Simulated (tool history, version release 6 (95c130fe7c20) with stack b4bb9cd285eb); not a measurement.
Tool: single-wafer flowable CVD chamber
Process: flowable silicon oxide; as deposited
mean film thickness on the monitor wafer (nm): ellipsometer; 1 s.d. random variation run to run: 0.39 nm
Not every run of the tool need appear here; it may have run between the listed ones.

run,hour,heater temperature setpoint (deg C),chamber pressure (Pa),RF power (W),deposition time (s),mean film thickness on the monitor wafer (nm)
1,0,105,102.5,1610,411,188.13
2,6.2,106,102.5,1610,411,182.05
3,7.5,96,102.5,1610,411,258.94
4,11.1,106,102.5,1610,411,181.59
5,19.7,113,102.5,1610,411,143.48
6,27.1,117,102.5,1610,411,125.54
7,34.1,115,102.5,1610,411,134.84
8,35.3,114,102.5,1610,411,139.49

For run 9, what comes out?
9,41.1,113,102.5,1610,411,?

Run 9 measured mean film thickness on the monitor wafer (nm) 143.1.
